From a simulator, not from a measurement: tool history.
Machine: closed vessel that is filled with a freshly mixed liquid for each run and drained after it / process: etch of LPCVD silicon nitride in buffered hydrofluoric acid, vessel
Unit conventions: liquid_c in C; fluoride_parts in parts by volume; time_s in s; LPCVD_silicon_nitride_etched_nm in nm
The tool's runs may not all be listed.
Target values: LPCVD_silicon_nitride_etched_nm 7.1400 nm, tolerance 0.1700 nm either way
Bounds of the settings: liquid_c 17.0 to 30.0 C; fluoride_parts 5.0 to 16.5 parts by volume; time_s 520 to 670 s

| run | hour | liquid_c | fluoride_parts | time_s | LPCVD_silicon_nitride_etched_nm |
|---|---|---|---|---|---|
| 1 | 0.0 | 22.0 | 10.0 | 670 | 9.3658 |
| 2 | 0.7 | 21.0 | 10.0 | 670 | 8.9314 |
| 3 | 4.7 | 22.5 | 10.0 | 670 | 9.6509 |
| 4 | 9.1 | 19.5 | 10.0 | 670 | 8.3555 |
| 5 | 12.0 | 19.5 | 10.0 | 520 | 6.3582 |
| 6 | 18.2 | 19.5 | 10.0 | 670 | 8.3273 |
| 7 | 23.9 | 19.0 | 10.0 | 670 | 8.0331 |
| 8 | 27.8 | 18.5 | 10.0 | 670 | 7.7467 |

Exactly one of the 4 candidate moves below puts every result within its allowed miss. Which one?
| A | 31.7 | 19.0 | 12.0 | 670 | ? |
| B | 31.7 | 21.0 | 10.0 | 650 | ? |
| C | 31.7 | 19.5 | 10.0 | 580 | ? |
| D | 31.7 | 17.5 | 10.0 | 605 | ? |

| move | LPCVD_silicon_nitride_etched_nm |
|---|---|
| A | 6.6459 |
| B | 8.6008 |
| C | 7.0661 |
| D | 6.5934 |
A: pushes the last run's worst result past its target
B: further off than the last run
C: all results land within tolerance of their targets
D: pushes the last run's worst result past its target
Move C is the one to make.
